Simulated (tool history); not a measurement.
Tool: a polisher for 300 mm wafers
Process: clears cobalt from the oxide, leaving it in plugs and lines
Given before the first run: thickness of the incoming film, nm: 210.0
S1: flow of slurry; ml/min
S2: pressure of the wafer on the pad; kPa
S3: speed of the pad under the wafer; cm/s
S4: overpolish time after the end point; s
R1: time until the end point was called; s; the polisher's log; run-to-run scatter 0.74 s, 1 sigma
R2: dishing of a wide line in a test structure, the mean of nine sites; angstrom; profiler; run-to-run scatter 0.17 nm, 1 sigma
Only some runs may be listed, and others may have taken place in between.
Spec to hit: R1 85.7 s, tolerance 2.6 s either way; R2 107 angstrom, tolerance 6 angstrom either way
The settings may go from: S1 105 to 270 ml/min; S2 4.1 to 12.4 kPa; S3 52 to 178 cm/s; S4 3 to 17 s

{"run": 1, "hour": 0.0, "S1": 175, "S2": 8.3, "S3": 114, "S4": 9, "R1": 72.133, "R2": 205.36}
{"run": 2, "hour": 1.3, "S1": 175, "S2": 8.3, "S3": 114, "S4": 8, "R1": 71.511, "R2": 186.02}
{"run": 3, "hour": 5.1, "S1": 155, "S2": 8.3, "S3": 114, "S4": 8, "R1": 73.737, "R2": 186.11}
{"run": 4, "hour": 12.1, "S1": 155, "S2": 8.3, "S3": 114, "S4": 10, "R1": 72.861, "R2": 219.39}
{"run": 5, "hour": 18.0, "S1": 155, "S2": 8.3, "S3": 114, "S4": 13, "R1": 73.478, "R2": 265.22}
{"run": 6, "hour": 23.9, "S1": 165, "S2": 8.3, "S3": 114, "S4": 11, "R1": 72.585, "R2": 235.34}
{"run": 7, "hour": 26.9, "S1": 165, "S2": 8.3, "S3": 114, "S4": 10, "R1": 72.789, "R2": 222.01}
{"run": 8, "hour": 35.4, "S1": 155, "S2": 8.3, "S3": 114, "S4": 9, "R1": 74.529, "R2": 196.21}
{"run": 9, "hour": 41.8, "S1": 180, "S2": 6.9, "S3": 114, "S4": 5, "R1": 82.346, "R2": 113.16}
{"run": 10, "hour": 48.3, "S1": 170, "S2": 6.9, "S3": 114, "S4": 5, "R1": 81.799, "R2": 109.97}
{"hour": 50.3, "done": "worn pad replaced by a new one"}
{"run": 11, "hour": 50.3, "S1": 165, "S2": 6.9, "S3": 114, "S4": 5, "R1": 77.324, "R2": 115.91}
{"run": 12, "hour": 51.9, "S1": 175, "S2": 6.2, "S3": 114, "S4": 5, "R1": 83.067, "R2": 107.94}
{"run": 13, "hour": 61.0, "S1": 175, "S2": 5.5, "S3": 114, "S4": 5, "R1": 89.603, "R2": 102.39}
{"run": 14, "hour": 66.4, "S1": 175, "S2": 6.2, "S3": 114, "S4": 5, "R1": 82.106, "R2": 110.72}
{"run": 15, "hour": 69.7, "S1": 175, "S2": 6.2, "S3": 114, "S4": 5, "R1": 83.068, "R2": 110.47}
{"run": 16, "hour": 72.4, "S1": 175, "S2": 5.5, "S3": 114, "S4": 5, "R1": 88.948, "R2": 103.82}
{"run": 17, "hour": 77.1, "S1": 175, "S2": 6.2, "S3": 114, "S4": 5, "R1": 81.391, "R2": 109.66}

Exercise: of the 4 proposed moves below, exactly one satisfies all targets within the stated allowed misses. Which move is it?
{"run": "A", "hour": 81.8, "S1": 175, "S2": 6.9, "S3": 100, "S4": 6, "R1": "?", "R2": "?"}
{"run": "B", "hour": 81.8, "S1": 165, "S2": 5.5, "S3": 112, "S4": 6, "R1": "?", "R2": "?"}
{"run": "C", "hour": 81.8, "S1": 195, "S2": 4.8, "S3": 130, "S4": 5, "R1": "?", "R2": "?"}
{"run": "D", "hour": 81.8, "S1": 205, "S2": 5.5, "S3": 116, "S4": 6, "R1": "?", "R2": "?"}

move=A R1=84.773 R2=122.04
move=B R1=90.347 R2=115.4
move=C R1=84.219 R2=104.41
move=D R1=84.786 R2=122.04
A: gets the furthest-off result to its target, but another result is out of tolerance
B: takes the biggest miss from the last run beyond its target
C: all results land within tolerance of their targets
D: gets the furthest-off result to its target, but another result is out of tolerance
Answer: C
